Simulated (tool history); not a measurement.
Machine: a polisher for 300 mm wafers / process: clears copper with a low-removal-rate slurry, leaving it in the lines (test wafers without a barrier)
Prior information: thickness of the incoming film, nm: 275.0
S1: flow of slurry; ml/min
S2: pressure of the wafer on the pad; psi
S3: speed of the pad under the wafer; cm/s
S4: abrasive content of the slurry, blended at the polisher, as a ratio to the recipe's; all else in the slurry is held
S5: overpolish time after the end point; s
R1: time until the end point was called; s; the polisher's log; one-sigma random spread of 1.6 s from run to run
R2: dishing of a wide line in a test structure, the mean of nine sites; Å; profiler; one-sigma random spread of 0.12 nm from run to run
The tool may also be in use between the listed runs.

run	hour	S1	S2	S3	S4	S5	R1	R2
1	0.0	270	2.1	96	1.00	9	141.17	146.300
2	2.9	270	2.1	98	1.00	7	138.69	118.240
3	4.0	270	2.1	98	1.15	7	131.10	126.610
4	5.7	270	2.6	98	1.15	7	115.58	148.220
5	12.3	270	2.6	98	1.30	7	112.04	151.830
6	15.9	275	2.2	104	1.25	6	116.12	117.480
7	21.5	280	2.0	106	1.25	5	124.69	95.554
8	28.5	280	1.9	106	1.25	5	128.79	92.684
9	29.8	280	1.8	106	1.25	3	129.83	55.322

What will run 10 give?
# hour 30.4: worn pad replaced by a new one
10	30.4	275	1.9	102	1.25	5	?	?

Run 10 produced R1 117.98 s, R2 102.670 Å.
